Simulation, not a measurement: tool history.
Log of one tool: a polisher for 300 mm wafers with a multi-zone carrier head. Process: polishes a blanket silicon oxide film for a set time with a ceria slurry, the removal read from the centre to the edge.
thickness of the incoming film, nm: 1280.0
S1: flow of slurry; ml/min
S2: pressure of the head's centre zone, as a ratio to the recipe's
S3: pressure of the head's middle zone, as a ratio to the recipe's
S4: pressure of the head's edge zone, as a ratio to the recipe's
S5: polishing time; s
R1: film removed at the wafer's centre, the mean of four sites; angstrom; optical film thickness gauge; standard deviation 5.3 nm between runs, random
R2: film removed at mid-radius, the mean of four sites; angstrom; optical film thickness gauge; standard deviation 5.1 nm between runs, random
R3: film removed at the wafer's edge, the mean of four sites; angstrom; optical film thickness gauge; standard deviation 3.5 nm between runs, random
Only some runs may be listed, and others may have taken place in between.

{"run": 1, "hour": 0.0, "S1": 125, "S2": 1.0, "S3": 1.0, "S4": 1.0, "S5": 63, "R1": 3656.9, "R2": 3662.7, "R3": 3602.2}
{"run": 2, "hour": 4.1, "S1": 135, "S2": 1.02, "S3": 1.03, "S4": 1.02, "S5": 64, "R1": 3869.0, "R2": 3850.0, "R3": 3857.0}
{"run": 3, "hour": 11.7, "S1": 135, "S2": 1.02, "S3": 1.03, "S4": 1.02, "S5": 70, "R1": 4199.8, "R2": 4169.4, "R3": 4188.7}
{"run": 4, "hour": 12.6, "S1": 135, "S2": 1.02, "S3": 1.03, "S4": 1.02, "S5": 77, "R1": 4651.9, "R2": 4651.2, "R3": 4557.7}
{"run": 5, "hour": 18.2, "S1": 135, "S2": 1.02, "S3": 1.03, "S4": 1.02, "S5": 86, "R1": 5171.3, "R2": 5180.1, "R3": 5151.6}
{"run": 6, "hour": 25.8, "S1": 115, "S2": 1.02, "S3": 1.03, "S4": 1.02, "S5": 86, "R1": 4990.0, "R2": 4973.3, "R3": 5013.3}
{"run": 7, "hour": 34.8, "S1": 110, "S2": 1.02, "S3": 1.04, "S4": 0.98, "S5": 86, "R1": 4843.7, "R2": 5078.4, "R3": 4844.5}
{"hour": 39.3, "done": "worn pad replaced by a new one"}
{"run": 8, "hour": 39.3, "S1": 105, "S2": 1.04, "S3": 1.03, "S4": 0.95, "S5": 86, "R1": 5437.5, "R2": 5367.6, "R3": 5097.5}
{"run": 9, "hour": 43.0, "S1": 105, "S2": 1.04, "S3": 1.03, "S4": 0.94, "S5": 83, "R1": 5256.6, "R2": 5106.5, "R3": 4906.8}

For run 10, what comes out?
{"run": 10, "hour": 44.3, "S1": 105, "S2": 1.04, "S3": 1.04, "S4": 0.92, "S5": 81, "R1": "?", "R2": "?", "R3": "?"}

Run 10 gave R1 5126.9 angstrom, R2 5062.9 angstrom, R3 4903.5 angstrom.

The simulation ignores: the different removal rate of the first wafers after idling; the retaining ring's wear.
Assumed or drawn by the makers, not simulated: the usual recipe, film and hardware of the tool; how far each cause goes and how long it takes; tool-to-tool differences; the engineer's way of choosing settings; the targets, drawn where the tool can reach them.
